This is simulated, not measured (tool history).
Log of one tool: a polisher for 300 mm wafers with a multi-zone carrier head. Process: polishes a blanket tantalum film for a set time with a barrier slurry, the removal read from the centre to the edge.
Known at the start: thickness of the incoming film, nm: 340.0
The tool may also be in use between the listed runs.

| run | hour | flow of slurry (ml/min) | pressure of the head's centre zone | pressure of the head's middle zone | pressure of the head's edge zone | abrasive content of the slurry | polishing time (s) | film removed at the wafer's centre (nm) | film removed at mid-radius (nm) | film removed at the wafer's edge (nm) |
|---|---|---|---|---|---|---|---|---|---|---|
| 1 | 0 | 295 | 1 | 1 | 1 | 1 | 62 | 81.393 | 79.888 | 76.286 |
| 2 | 1 | 300 | 1.03 | 1.01 | 1.05 | 1.15 | 64 | 89.793 | 88.502 | 83.883 |
| 3 | 2.8 | 240 | 1.03 | 1.01 | 1.05 | 1.15 | 64 | 88.469 | 86.785 | 80.757 |
| 4 | 3.5 | 240 | 0.98 | 1.01 | 1.05 | 1.15 | 64 | 83.752 | 87.563 | 81.671 |
| 5 | 4.3 | 285 | 1.02 | 1 | 1.1 | 1.25 | 65 | 91.455 | 89.719 | 87.751 |
| 6 | 12.4 | 285 | 1.02 | 1 | 1.1 | 1.35 | 65 | 93.519 | 93.002 | 90.119 |
| 7 | 20 | 310 | 1.05 | 1 | 1.13 | 1.4 | 66 | 98.787 | 94.749 | 94.219 |
| 8 | 21.5 | 325 | 1.07 | 1.01 | 1.15 | 1.45 | 67 | 103.63 | 97.408 | 96.81 |

Run 9 comes next. What will it give?
| 9 | 24 | 330 | 1.08 | 1.01 | 1.16 | 1.45 | 68 | ? | ? | ? |

{"run 9": {"film removed at the wafer's centre (nm)": 107.08, "film removed at mid-radius (nm)": 99.592, "film removed at the wafer's edge (nm)": 96.976}}

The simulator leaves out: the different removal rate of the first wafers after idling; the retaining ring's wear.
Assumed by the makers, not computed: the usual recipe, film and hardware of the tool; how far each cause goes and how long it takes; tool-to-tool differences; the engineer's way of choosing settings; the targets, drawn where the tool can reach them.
